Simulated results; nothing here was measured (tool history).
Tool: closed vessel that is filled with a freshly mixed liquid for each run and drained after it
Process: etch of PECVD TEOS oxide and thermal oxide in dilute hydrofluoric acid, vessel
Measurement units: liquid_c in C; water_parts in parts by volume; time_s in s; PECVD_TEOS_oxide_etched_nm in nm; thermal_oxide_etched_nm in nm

Run 1, hour 0: liquid_c 22 C, water_parts 50 parts by volume, time_s 60 s. Result: PECVD_TEOS_oxide_etched_nm 22.791 nm, thermal_oxide_etched_nm 5.545 nm.
Run 2, hour 2.9: liquid_c 22 C, water_parts 40 parts by volume, time_s 60 s. Result: PECVD_TEOS_oxide_etched_nm 28.629 nm, thermal_oxide_etched_nm 7.0491 nm.
Run 3, hour 10: liquid_c 22 C, water_parts 25 parts by volume, time_s 60 s. Result: PECVD_TEOS_oxide_etched_nm 46.738 nm, thermal_oxide_etched_nm 11.579 nm.
Run 4, hour 15.5: liquid_c 22 C, water_parts 20 parts by volume, time_s 60 s. Result: PECVD_TEOS_oxide_etched_nm 58.609 nm, thermal_oxide_etched_nm 14.469 nm.
Run 5, hour 23.1: liquid_c 21.5 C, water_parts 20 parts by volume, time_s 60 s. Result: PECVD_TEOS_oxide_etched_nm 57.887 nm, thermal_oxide_etched_nm 14.014 nm.
Run 6, hour 28.7: liquid_c 21.5 C, water_parts 20 parts by volume, time_s 60 s. Result: PECVD_TEOS_oxide_etched_nm 57.691 nm, thermal_oxide_etched_nm 14.103 nm.
Run 7, hour 32.7: liquid_c 17.5 C, water_parts 30 parts by volume, time_s 60 s. Result: PECVD_TEOS_oxide_etched_nm 32.128 nm, thermal_oxide_etched_nm 7.9193 nm.
Run 8, hour 34.5: liquid_c 18 C, water_parts 30 parts by volume, time_s 60 s. Result: PECVD_TEOS_oxide_etched_nm 32.915 nm, thermal_oxide_etched_nm 7.9842 nm.

Run 9, settings as shown, results not yet in. Your forecast:
Run 9, hour 40.2: liquid_c 18.5 C, water_parts 30 parts by volume, time_s 60 s. Result: PECVD_TEOS_oxide_etched_nm ?, thermal_oxide_etched_nm ?.

{"run 9": {"PECVD_TEOS_oxide_etched_nm": 33.807, "thermal_oxide_etched_nm": 8.1584}}

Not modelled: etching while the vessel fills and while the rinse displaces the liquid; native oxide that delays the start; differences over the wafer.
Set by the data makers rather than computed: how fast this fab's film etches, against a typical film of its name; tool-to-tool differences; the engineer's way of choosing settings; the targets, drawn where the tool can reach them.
